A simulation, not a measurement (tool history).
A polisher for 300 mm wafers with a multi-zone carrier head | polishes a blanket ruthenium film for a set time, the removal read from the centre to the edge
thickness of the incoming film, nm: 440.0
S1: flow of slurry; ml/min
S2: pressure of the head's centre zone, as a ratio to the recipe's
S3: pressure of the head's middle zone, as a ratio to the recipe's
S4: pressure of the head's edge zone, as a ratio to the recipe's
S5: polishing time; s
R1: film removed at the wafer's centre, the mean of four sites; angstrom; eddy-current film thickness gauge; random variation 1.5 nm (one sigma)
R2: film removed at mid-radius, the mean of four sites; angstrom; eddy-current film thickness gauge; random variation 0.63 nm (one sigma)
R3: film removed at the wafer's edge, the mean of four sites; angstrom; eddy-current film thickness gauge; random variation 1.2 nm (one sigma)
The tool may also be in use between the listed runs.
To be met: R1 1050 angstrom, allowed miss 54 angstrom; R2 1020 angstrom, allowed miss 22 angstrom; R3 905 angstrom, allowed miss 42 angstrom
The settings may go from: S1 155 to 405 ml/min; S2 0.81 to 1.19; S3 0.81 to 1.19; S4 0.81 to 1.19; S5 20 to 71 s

run 1 hour=0 | S1=260 S2=1 S3=1 S4=1 S5=45 | R1=702.37 R2=713.98 R3=712.17
run 2 hour=2.5 | S1=260 S2=1 S3=1 S4=1 S5=55 | R1=870.21 R2=876.1 R3=862.7
run 3 hour=7 | S1=265 S2=1.01 S3=1.01 S4=1 S5=55 | R1=868.61 R2=875.94 R3=869.9
run 4 hour=8.1 | S1=265 S2=1.01 S3=0.98 S4=1 S5=55 | R1=889.41 R2=856.4 R3=875.08
run 5 hour=13.3 | S1=270 S2=1.02 S3=0.99 S4=1 S5=55 | R1=879.32 R2=862.45 R3=874.09
run 6 hour=15 | S1=215 S2=1.02 S3=0.99 S4=1 S5=55 | R1=839.55 R2=843.62 R3=860.62
run 7 hour=22.3 | S1=230 S2=1.03 S3=1 S4=1 S5=55 | R1=892.53 R2=857.53 R3=852.79
run 8 hour=25 | S1=300 S2=1.02 S3=1.1 S4=1.08 S5=57 | R1=906.59 R2=990.85 R3=937.91
run 9 hour=31.6 | S1=305 S2=1.03 S3=1.1 S4=1.07 S5=57 | R1=965.14 R2=987.75 R3=962.08
run 10 hour=32.3 | S1=305 S2=1.03 S3=1.11 S4=1.05 S5=57 | R1=947.32 R2=1000.4 R3=917.12
run 11 hour=36.5 | S1=310 S2=1.04 S3=1.11 S4=1.05 S5=57 | R1=959.04 R2=999.29 R3=916.02

Which of these 5 next moves meets every target?
run A hour=40.7 | S1=285 S2=0.87 S3=1.19 S4=1.1 S5=54 | R1=? R2=? R3=?
run B hour=40.7 | S1=255 S2=0.97 S3=1.13 S4=1.13 S5=56 | R1=? R2=? R3=?
run C hour=40.7 | S1=330 S2=0.96 S3=1.18 S4=1.06 S5=55 | R1=? R2=? R3=?
run D hour=40.7 | S1=275 S2=1.17 S3=1.15 S4=1.03 S5=57 | R1=? R2=? R3=?
run E hour=40.7 | S1=235 S2=0.93 S3=1.19 S4=1.19 S5=58 | R1=? R2=? R3=?

move=A R1=755.22 R2=998.48 R3=918.21
move=B R1=853.25 R2=978.41 R3=957.75
move=C R1=853.81 R2=1022.9 R3=927.61
move=D R1=1041.4 R2=1018.3 R3=935.98
move=E R1=842.09 R2=1050 R3=1011.1
A: further off than the last run
B: further off than the last run
C: further off than the last run
D: meets every target
E: further off than the last run
Answer: D

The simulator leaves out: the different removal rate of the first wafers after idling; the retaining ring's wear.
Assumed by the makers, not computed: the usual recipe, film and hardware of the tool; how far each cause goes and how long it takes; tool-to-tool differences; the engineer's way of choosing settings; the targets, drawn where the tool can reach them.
